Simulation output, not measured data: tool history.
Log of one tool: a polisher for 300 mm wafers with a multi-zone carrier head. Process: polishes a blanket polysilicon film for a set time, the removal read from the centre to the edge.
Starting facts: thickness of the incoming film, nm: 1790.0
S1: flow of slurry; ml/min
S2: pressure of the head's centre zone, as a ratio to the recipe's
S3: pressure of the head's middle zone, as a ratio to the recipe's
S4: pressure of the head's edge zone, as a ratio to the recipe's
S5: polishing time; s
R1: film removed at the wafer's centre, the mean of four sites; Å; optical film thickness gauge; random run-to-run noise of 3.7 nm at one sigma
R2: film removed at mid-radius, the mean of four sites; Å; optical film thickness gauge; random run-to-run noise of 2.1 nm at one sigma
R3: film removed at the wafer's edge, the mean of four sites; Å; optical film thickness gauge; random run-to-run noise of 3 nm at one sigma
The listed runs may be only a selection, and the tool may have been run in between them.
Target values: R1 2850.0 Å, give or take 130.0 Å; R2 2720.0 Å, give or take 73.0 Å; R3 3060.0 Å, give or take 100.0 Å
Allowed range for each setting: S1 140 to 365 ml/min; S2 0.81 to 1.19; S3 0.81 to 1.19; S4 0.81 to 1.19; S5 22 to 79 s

run 1 hour=0.0 | S1=235 S2=1.00 S3=1.00 S4=1.00 S5=50 | R1=3013.3 R2=3102.1 R3=3155.6
run 2 hour=1.7 | S1=225 S2=1.00 S3=0.98 S4=1.00 S5=50 | R1=3110.8 R2=2999.5 R3=3189.9
run 3 hour=5.1 | S1=225 S2=0.96 S3=0.98 S4=1.00 S5=50 | R1=2946.6 R2=3035.8 R3=3127.9
run 4 hour=11.4 | S1=225 S2=0.96 S3=0.98 S4=1.06 S5=50 | R1=2923.6 R2=3039.8 R3=3286.1
run 5 hour=19.5 | S1=220 S2=0.96 S3=0.96 S4=1.05 S5=50 | R1=2958.4 R2=2967.2 R3=3212.5
run 6 hour=27.8 | S1=220 S2=0.96 S3=0.96 S4=1.05 S5=56 | R1=3344.4 R2=3339.8 R3=3592.7
run 7 hour=34.7 | S1=215 S2=0.93 S3=0.93 S4=1.03 S5=55 | R1=3146.3 R2=3177.7 R3=3517.7
run 8 hour=38.1 | S1=210 S2=0.92 S3=0.91 S4=1.00 S5=54 | R1=3050.3 R2=3086.4 R3=3402.3
run 9 hour=43.9 | S1=205 S2=0.92 S3=0.89 S4=0.98 S5=53 | R1=2945.8 R2=2923.3 R3=3276.2
run 10 hour=48.9 | S1=200 S2=0.92 S3=0.88 S4=0.96 S5=53 | R1=2929.2 R2=2888.7 R3=3287.5
run 11 hour=56.9 | S1=200 S2=0.93 S3=0.88 S4=0.94 S5=53 | R1=2943.1 R2=2871.4 R3=3203.4
run 12 hour=62.5 | S1=195 S2=0.93 S3=0.87 S4=0.93 S5=53 | R1=2941.4 R2=2860.8 R3=3216.8
run 13 hour=64.1 | S1=195 S2=0.93 S3=0.87 S4=0.93 S5=53 | R1=2997.7 R2=2870.1 R3=3197.1
run 14 hour=71.8 | S1=190 S2=0.92 S3=0.86 S4=0.92 S5=53 | R1=2870.8 R2=2866.1 R3=3182.6
run 15 hour=78.7 | S1=190 S2=0.92 S3=0.85 S4=0.91 S5=53 | R1=2925.8 R2=2845.8 R3=3152.3
run 16 hour=85.1 | S1=185 S2=0.92 S3=0.84 S4=0.90 S5=53 | R1=2947.5 R2=2809.0 R3=3190.5

5 next moves are on the table. One of them brings every result within its allowed miss. Which?
run A hour=91.5 | S1=175 S2=0.91 S3=0.83 S4=0.84 S5=53 | R1=? R2=? R3=?
run B hour=91.5 | S1=195 S2=0.94 S3=0.86 S4=0.86 S5=54 | R1=? R2=? R3=?
run C hour=91.5 | S1=170 S2=0.88 S3=0.87 S4=0.88 S5=57 | R1=? R2=? R3=?
run D hour=91.5 | S1=170 S2=0.86 S3=0.84 S4=0.90 S5=57 | R1=? R2=? R3=?
run E hour=91.5 | S1=175 S2=0.88 S3=0.81 S4=0.90 S5=56 | R1=? R2=? R3=?

move=A R1=2834.2 R2=2735.7 R3=3010.2
move=B R1=3044.8 R2=2911.0 R3=3132.5
move=C R1=2930.5 R2=3028.6 R3=3276.9
move=D R1=2862.7 R2=2952.9 R3=3304.7
move=E R1=2894.7 R2=2840.8 R3=3260.2
A: each result inside its tolerance
B: corrects the largest miss of the last run, while another result sits out of spec
C: moves away from the targets compared with the last run
D: moves away from the targets compared with the last run
E: moves away from the targets compared with the last run
A meets every target.
